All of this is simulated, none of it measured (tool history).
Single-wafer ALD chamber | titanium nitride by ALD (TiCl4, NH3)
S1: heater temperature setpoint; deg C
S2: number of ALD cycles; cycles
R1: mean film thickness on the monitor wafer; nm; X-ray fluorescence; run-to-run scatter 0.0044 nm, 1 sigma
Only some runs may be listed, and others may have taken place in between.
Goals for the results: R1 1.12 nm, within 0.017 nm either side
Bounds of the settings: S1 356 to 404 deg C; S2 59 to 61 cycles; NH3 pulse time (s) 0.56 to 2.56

run 1 hour=0 | S1=380 S2=59 NH3_pulse_time_(s)=1.56 | R1=1.2139
run 2 hour=6.8 | S1=373 S2=59 NH3_pulse_time_(s)=1.25 | R1=1.17
run 3 hour=13 | S1=373 S2=59 NH3_pulse_time_(s)=1.53 | R1=1.1967
run 4 hour=14.5 | S1=381 S2=59 NH3_pulse_time_(s)=1.53 | R1=1.1967
run 5 hour=18.8 | S1=381 S2=59 NH3_pulse_time_(s)=1.25 | R1=1.1851
run 6 hour=21 | S1=378 S2=59 NH3_pulse_time_(s)=1.03 | R1=1.1558
run 7 hour=26.1 | S1=378 S2=59 NH3_pulse_time_(s)=1.03 | R1=1.1519
run 8 hour=29.9 | S1=377 S2=59 NH3_pulse_time_(s)=0.94 | R1=1.1551
run 9 hour=31.8 | S1=365 S2=59 NH3_pulse_time_(s)=0.56 | R1=1.0234
run 10 hour=36.7 | S1=377 S2=60 NH3_pulse_time_(s)=0.56 | R1=1.0911
run 11 hour=44.9 | S1=379 S2=60 NH3_pulse_time_(s)=0.56 | R1=1.0977
run 12 hour=49 | S1=379 S2=60 NH3_pulse_time_(s)=0.56 | R1=1.1097
-- hour=52.4 thermocouple changed; heater temperature recalibrated
run 13 hour=52.4 | S1=380 S2=60 NH3_pulse_time_(s)=0.56 | R1=1.0878
run 14 hour=57.4 | S1=381 S2=60 NH3_pulse_time_(s)=0.57 | R1=1.1006

Next run, 5 choices. One meets every target within its allowed miss, the rest don't. Which?
run A hour=62.4 | S1=387 S2=60 NH3_pulse_time_(s)=0.58 | R1=?
run B hour=62.4 | S1=379 S2=59 NH3_pulse_time_(s)=0.62 | R1=?
run C hour=62.4 | S1=373 S2=60 NH3_pulse_time_(s)=0.65 | R1=?
run D hour=62.4 | S1=377 S2=60 NH3_pulse_time_(s)=0.56 | R1=?
run E hour=62.4 | S1=381 S2=61 NH3_pulse_time_(s)=0.7 | R1=?

move=A R1=1.1203
move=B R1=1.0843
move=C R1=1.0856
move=D R1=1.0769
move=E R1=1.1473
A: hits every target within its allowed miss
B: moves away from the targets compared with the last run
C: moves away from the targets compared with the last run
D: moves away from the targets compared with the last run
E: pushes the last run's worst result past its target
So the answer is move A, the one that meets all the targets.

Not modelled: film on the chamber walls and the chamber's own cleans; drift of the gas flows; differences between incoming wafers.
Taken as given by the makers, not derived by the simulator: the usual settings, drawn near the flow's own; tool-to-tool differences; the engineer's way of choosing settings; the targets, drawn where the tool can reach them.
